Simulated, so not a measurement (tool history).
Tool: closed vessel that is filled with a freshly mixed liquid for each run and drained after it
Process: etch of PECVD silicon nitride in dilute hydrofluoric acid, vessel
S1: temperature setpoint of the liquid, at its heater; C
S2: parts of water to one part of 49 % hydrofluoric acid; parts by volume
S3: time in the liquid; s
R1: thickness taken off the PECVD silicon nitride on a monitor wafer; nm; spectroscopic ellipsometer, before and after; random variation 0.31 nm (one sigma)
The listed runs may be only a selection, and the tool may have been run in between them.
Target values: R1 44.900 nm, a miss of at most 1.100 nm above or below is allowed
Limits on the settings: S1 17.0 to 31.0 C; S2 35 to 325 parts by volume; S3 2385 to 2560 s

{"run": 1, "hour": 0.0, "S1": 23.0, "S2": 180, "S3": 2385, "R1": 65.344}
{"run": 2, "hour": 1.8, "S1": 23.0, "S2": 180, "S3": 2560, "R1": 71.029}
{"run": 3, "hour": 4.8, "S1": 22.5, "S2": 180, "S3": 2560, "R1": 68.145}
{"run": 4, "hour": 11.1, "S1": 22.0, "S2": 180, "S3": 2560, "R1": 67.378}
{"run": 5, "hour": 18.7, "S1": 22.0, "S2": 235, "S3": 2560, "R1": 51.365}
{"run": 6, "hour": 21.6, "S1": 25.0, "S2": 235, "S3": 2560, "R1": 62.464}
{"run": 7, "hour": 24.6, "S1": 24.5, "S2": 235, "S3": 2560, "R1": 60.015}
{"hour": 26.9, "done": "thermometer replaced"}
{"run": 8, "hour": 26.9, "S1": 20.5, "S2": 235, "S3": 2560, "R1": 44.031}

Below are 4 possible settings for the next run. Only one of them brings all results inside the allowed miss of their targets. Which is it?
{"run": "A", "hour": 29.2, "S1": 21.0, "S2": 220, "S3": 2410, "R1": "?"}
{"run": "B", "hour": 29.2, "S1": 21.0, "S2": 245, "S3": 2500, "R1": "?"}
{"run": "C", "hour": 29.2, "S1": 22.5, "S2": 255, "S3": 2410, "R1": "?"}
{"run": "D", "hour": 29.2, "S1": 21.5, "S2": 255, "S3": 2455, "R1": "?"}

move=A R1=45.764
move=B R1=42.745
move=C R1=43.582
move=D R1=41.677
A: all results land within tolerance of their targets
B: moves away from the targets compared with the last run
C: moves away from the targets compared with the last run
D: moves away from the targets compared with the last run
The right move is A.
